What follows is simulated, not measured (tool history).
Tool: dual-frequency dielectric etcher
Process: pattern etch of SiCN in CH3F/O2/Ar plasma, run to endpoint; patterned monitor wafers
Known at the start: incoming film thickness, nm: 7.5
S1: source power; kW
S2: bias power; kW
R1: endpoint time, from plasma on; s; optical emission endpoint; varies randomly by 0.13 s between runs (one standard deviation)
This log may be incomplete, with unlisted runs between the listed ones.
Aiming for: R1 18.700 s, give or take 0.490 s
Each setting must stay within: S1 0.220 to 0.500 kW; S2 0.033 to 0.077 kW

run,day,S1,S2,R1
1,0.000,0.360,0.055,22.673
2,0.217,0.300,0.055,24.669
3,0.358,0.330,0.055,23.039
4,0.471,0.360,0.056,22.268
5,0.838,0.400,0.056,21.685
6,1.038,0.360,0.056,22.697
7,1.338,0.390,0.059,21.419
8,1.667,0.410,0.061,20.981
9,1.842,0.430,0.063,20.150
10,1.979,0.430,0.063,20.203
11,2.196,0.440,0.064,20.118

Next run, 4 choices. One meets every target within its allowed miss, the rest don't. Which?
A,2.412,0.500,0.077,?
B,2.412,0.410,0.052,?
C,2.412,0.500,0.065,?
D,2.412,0.460,0.063,?

move,R1
A,17.922
B,22.155
C,19.023
D,19.855
A: takes the biggest miss from the last run beyond its target
B: moves away from the targets compared with the last run
C: hits every target within its allowed miss
D: nearer than the last run, and not there yet
C is the move that brings every result within its allowed miss.

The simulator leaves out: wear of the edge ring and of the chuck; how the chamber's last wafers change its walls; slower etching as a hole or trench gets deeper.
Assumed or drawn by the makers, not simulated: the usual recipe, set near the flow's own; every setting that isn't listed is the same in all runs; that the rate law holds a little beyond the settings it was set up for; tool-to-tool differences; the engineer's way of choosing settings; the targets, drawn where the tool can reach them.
